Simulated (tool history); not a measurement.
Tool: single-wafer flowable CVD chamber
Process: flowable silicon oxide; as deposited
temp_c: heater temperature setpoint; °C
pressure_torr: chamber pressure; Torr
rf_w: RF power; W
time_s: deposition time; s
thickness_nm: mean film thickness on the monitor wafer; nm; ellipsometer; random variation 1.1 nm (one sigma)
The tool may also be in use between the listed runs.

| run | hour | temp_c | pressure_torr | rf_w | time_s | thickness_nm |
|---|---|---|---|---|---|---|
| 1 | 0 | 105 | 0.767 | 2320 | 730 | 382.57 |
| 2 | 3.8 | 109 | 0.767 | 2320 | 730 | 332.75 |
| 3 | 6.6 | 119 | 0.767 | 2320 | 730 | 246.67 |
| 4 | 11 | 115 | 0.767 | 2320 | 730 | 278.7 |
| 5 | 18.3 | 115 | 0.767 | 2000 | 730 | 269.19 |
| 6 | 26.5 | 116 | 0.767 | 2000 | 730 | 259.54 |
| 7 | 33.7 | 117 | 0.767 | 2000 | 730 | 248.24 |

Run 8 comes next. What will it give?
| 8 | 37.6 | 118 | 0.767 | 2000 | 730 | ? |

{"run 8": {"thickness_nm": 243.78}}

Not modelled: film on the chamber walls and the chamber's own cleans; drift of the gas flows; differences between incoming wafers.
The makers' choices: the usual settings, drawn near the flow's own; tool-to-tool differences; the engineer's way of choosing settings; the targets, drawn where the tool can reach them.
